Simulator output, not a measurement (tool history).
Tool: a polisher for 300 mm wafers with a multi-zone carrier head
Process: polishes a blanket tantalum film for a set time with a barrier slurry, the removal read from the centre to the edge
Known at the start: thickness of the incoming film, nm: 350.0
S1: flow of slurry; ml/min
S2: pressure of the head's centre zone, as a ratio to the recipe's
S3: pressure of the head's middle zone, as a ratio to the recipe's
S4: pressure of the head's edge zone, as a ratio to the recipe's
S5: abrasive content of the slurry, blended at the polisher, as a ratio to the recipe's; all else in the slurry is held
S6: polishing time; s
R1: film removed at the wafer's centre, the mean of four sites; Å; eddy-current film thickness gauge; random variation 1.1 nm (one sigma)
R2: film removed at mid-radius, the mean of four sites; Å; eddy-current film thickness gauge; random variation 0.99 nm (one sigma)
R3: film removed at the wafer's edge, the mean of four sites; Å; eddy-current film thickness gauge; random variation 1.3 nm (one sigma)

run 1 hour=0.0 | S1=220 S2=1.00 S3=1.00 S4=1.00 S5=1.00 S6=59 | R1=1141.6 R2=1153.6 R3=1144.8
run 2 hour=0.6 | S1=220 S2=1.00 S3=1.00 S4=1.00 S5=1.00 S6=73 | R1=1410.9 R2=1444.4 R3=1428.1
run 3 hour=4.0 | S1=220 S2=0.99 S3=1.00 S4=1.02 S5=1.00 S6=73 | R1=1391.1 R2=1416.8 R3=1411.0
run 4 hour=10.9 | S1=220 S2=0.97 S3=0.99 S4=1.04 S5=1.05 S6=73 | R1=1385.5 R2=1427.5 R3=1457.7
run 5 hour=16.0 | S1=220 S2=0.96 S3=0.99 S4=1.06 S5=1.05 S6=73 | R1=1356.0 R2=1431.1 R3=1464.8
run 6 hour=21.5 | S1=220 S2=0.96 S3=1.04 S4=1.06 S5=1.05 S6=73 | R1=1372.8 R2=1487.4 R3=1463.7
run 7 hour=23.5 | S1=220 S2=0.96 S3=1.03 S4=1.08 S5=1.05 S6=73 | R1=1390.7 R2=1481.5 R3=1488.0
run 8 hour=32.4 | S1=215 S2=0.95 S3=1.02 S4=1.09 S5=1.05 S6=73 | R1=1346.9 R2=1460.5 R3=1485.0
run 9 hour=38.9 | S1=215 S2=0.95 S3=1.02 S4=1.09 S5=1.05 S6=73 | R1=1358.9 R2=1468.3 R3=1501.5
run 10 hour=40.5 | S1=215 S2=0.95 S3=1.01 S4=1.10 S5=1.05 S6=73 | R1=1367.1 R2=1466.3 R3=1477.1
run 11 hour=48.3 | S1=215 S2=0.94 S3=0.99 S4=1.11 S5=1.10 S6=73 | R1=1342.8 R2=1441.1 R3=1509.9
run 12 hour=53.9 | S1=215 S2=0.94 S3=0.99 S4=1.12 S5=1.10 S6=73 | R1=1334.7 R2=1460.8 R3=1517.9

The next listed run, before its measurement:
run 13 hour=60.9 | S1=215 S2=0.94 S3=0.98 S4=1.13 S5=1.10 S6=73 | R1=? R2=? R3=?

{"run 13": {"R1": 1337.9, "R2": 1413.1, "R3": 1498.1}}
